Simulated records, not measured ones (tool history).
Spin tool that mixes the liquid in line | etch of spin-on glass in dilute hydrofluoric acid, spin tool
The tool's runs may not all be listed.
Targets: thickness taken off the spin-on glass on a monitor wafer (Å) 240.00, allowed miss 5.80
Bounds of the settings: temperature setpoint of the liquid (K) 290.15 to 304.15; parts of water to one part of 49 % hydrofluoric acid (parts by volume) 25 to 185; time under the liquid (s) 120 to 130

run	hour	temperature setpoint of the liquid (K)	parts of water to one part of 49 % hydrofluoric acid (parts by volume)	time under the liquid (s)	thickness taken off the spin-on glass on a monitor wafer (Å)
1	0.0	296.15	105	120	339.59
2	2.8	296.15	70	120	523.37
3	7.6	294.65	85	120	400.73
4	9.5	294.65	85	130	432.54
5	12.2	294.65	85	120	399.70
6	19.3	297.65	85	120	452.64
7	27.5	295.65	95	120	369.05
8	35.1	294.15	100	120	327.41
9	42.1	293.15	105	120	298.93
10	46.7	292.15	110	120	268.75
11	51.4	291.65	110	120	265.18

4 next moves are on the table. One of them brings every result within its allowed miss. Which?
A	56.1	290.65	120	120	?
B	56.1	294.15	130	120	?
C	56.1	293.65	135	120	?
D	56.1	290.15	120	120	?

move	thickness taken off the spin-on glass on a monitor wafer (Å)
A	229.63
B	241.85
C	227.05
D	224.90
A: takes the result that was furthest off past its target
B: meets every target
C: takes the result that was furthest off past its target
D: takes the result that was furthest off past its target
Answer: B

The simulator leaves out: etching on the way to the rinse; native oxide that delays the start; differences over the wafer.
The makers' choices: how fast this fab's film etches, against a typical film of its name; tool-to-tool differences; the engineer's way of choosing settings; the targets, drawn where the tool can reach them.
